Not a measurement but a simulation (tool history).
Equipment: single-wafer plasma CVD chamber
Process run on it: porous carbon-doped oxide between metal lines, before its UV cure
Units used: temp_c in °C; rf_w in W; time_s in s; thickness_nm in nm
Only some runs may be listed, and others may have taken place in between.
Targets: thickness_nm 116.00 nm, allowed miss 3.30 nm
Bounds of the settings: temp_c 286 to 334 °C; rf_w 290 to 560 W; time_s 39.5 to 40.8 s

{"run": 1, "hour": 0.0, "temp_c": 310, "rf_w": 425, "time_s": 39.5, "thickness_nm": 152.22}
{"run": 2, "hour": 8.2, "temp_c": 318, "rf_w": 425, "time_s": 39.5, "thickness_nm": 145.64}
{"run": 3, "hour": 14.0, "temp_c": 318, "rf_w": 425, "time_s": 40.8, "thickness_nm": 151.64}
{"run": 4, "hour": 21.0, "temp_c": 320, "rf_w": 405, "time_s": 40.6, "thickness_nm": 142.16}
{"run": 5, "hour": 26.7, "temp_c": 313, "rf_w": 405, "time_s": 40.6, "thickness_nm": 147.0}
{"run": 6, "hour": 31.9, "temp_c": 313, "rf_w": 405, "time_s": 39.5, "thickness_nm": 143.27}
{"run": 7, "hour": 36.8, "temp_c": 316, "rf_w": 390, "time_s": 39.5, "thickness_nm": 136.99}
{"run": 8, "hour": 39.7, "temp_c": 318, "rf_w": 380, "time_s": 39.5, "thickness_nm": 132.87}
{"run": 9, "hour": 47.5, "temp_c": 330, "rf_w": 330, "time_s": 39.5, "thickness_nm": 111.14}
{"run": 10, "hour": 54.9, "temp_c": 329, "rf_w": 330, "time_s": 39.5, "thickness_nm": 111.19}

Next run, 5 choices. One meets every target within its allowed miss, the rest don't. Which?
{"run": "A", "hour": 62.3, "temp_c": 318, "rf_w": 315, "time_s": 40.8, "thickness_nm": "?"}
{"run": "B", "hour": 62.3, "temp_c": 334, "rf_w": 335, "time_s": 39.5, "thickness_nm": "?"}
{"run": "C", "hour": 62.3, "temp_c": 332, "rf_w": 330, "time_s": 39.5, "thickness_nm": "?"}
{"run": "D", "hour": 62.3, "temp_c": 327, "rf_w": 305, "time_s": 40.8, "thickness_nm": "?"}
{"run": "E", "hour": 62.3, "temp_c": 325, "rf_w": 360, "time_s": 40.5, "thickness_nm": "?"}

move=A thickness_nm=114.91
move=B thickness_nm=109.90
move=C thickness_nm=109.31
move=D thickness_nm=107.12
move=E thickness_nm=124.82
A: each result inside its tolerance
B: misses by more than the last run did
C: misses by more than the last run did
D: misses by more than the last run did
E: pushes the last run's worst result past its target
Correct choice: A, which meets every target
